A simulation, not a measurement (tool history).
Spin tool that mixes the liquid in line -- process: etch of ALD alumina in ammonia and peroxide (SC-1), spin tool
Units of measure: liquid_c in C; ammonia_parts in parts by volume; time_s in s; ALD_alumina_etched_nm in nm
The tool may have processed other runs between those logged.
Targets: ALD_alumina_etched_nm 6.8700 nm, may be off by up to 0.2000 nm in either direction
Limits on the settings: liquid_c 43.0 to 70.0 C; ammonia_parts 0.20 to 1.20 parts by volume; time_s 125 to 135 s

run,day,liquid_c,ammonia_parts,time_s,ALD_alumina_etched_nm
1,0.000,59.0,0.90,125,12.0780
2,0.179,59.0,1.00,125,12.0740
3,0.217,54.0,1.00,125,9.1660
4,0.521,54.0,1.00,135,9.9615
5,0.762,57.0,1.00,135,11.7100
6,0.796,55.5,1.00,135,10.8510
7,0.912,54.0,1.00,135,9.8900
8,1.279,53.0,1.00,135,9.5355
9,1.388,52.0,1.00,135,8.8021
10,1.429,51.5,1.00,135,8.6503
11,1.762,51.0,1.00,135,8.5087
12,1.812,50.5,1.00,135,8.1401
# day 1.942: heated supply line repaired
13,1.942,50.0,1.00,135,9.4987
14,2.050,49.0,1.05,135,9.0210
15,2.142,48.0,1.05,135,8.5944

Pick the move, out of 5, that brings all results within their allowed miss; only one does.
A,2.233,43.0,1.00,135,?
B,2.233,44.5,0.90,125,?
C,2.233,44.5,0.75,125,?
D,2.233,48.0,0.25,125,?
E,2.233,52.0,1.20,135,?

move,ALD_alumina_etched_nm
A,6.4471
B,6.4414
C,6.3306
D,6.9482
E,10.8520
A: takes the biggest miss from the last run beyond its target
B: takes the biggest miss from the last run beyond its target
C: takes the biggest miss from the last run beyond its target
D: in spec on every target
E: further off than the last run
D is the move that brings every result within its allowed miss.
